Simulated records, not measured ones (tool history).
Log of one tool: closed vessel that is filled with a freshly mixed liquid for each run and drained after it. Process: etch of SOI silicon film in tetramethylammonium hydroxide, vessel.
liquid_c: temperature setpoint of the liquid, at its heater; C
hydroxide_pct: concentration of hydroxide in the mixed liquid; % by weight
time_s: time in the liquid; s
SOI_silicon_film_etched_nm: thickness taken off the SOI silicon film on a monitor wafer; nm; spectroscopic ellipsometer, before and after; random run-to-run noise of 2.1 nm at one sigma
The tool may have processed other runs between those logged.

run    day  liquid_c  hydroxide_pct  time_s  SOI_silicon_film_etched_nm
  1      0        67             13      85                      479.01
  2  0.283      66.5             13      85                      464.14
  3  0.567        66             13      85                      452.15
  4  0.883        66             13      85                       448.1
  5  1.204        66             12      85                      471.69
  6   1.55        66             12      85                      467.57
  7  1.625      65.5             12      85                      451.73
  8  1.892      65.5             12      85                      458.67
  9  1.954        65             12      85                      440.93
 10  1.996      64.5             12      85                       425.6

Expected results for the next run?
 11  2.275        64             12      85                           ?

{"run 11": {"SOI_silicon_film_etched_nm": 414.75}}

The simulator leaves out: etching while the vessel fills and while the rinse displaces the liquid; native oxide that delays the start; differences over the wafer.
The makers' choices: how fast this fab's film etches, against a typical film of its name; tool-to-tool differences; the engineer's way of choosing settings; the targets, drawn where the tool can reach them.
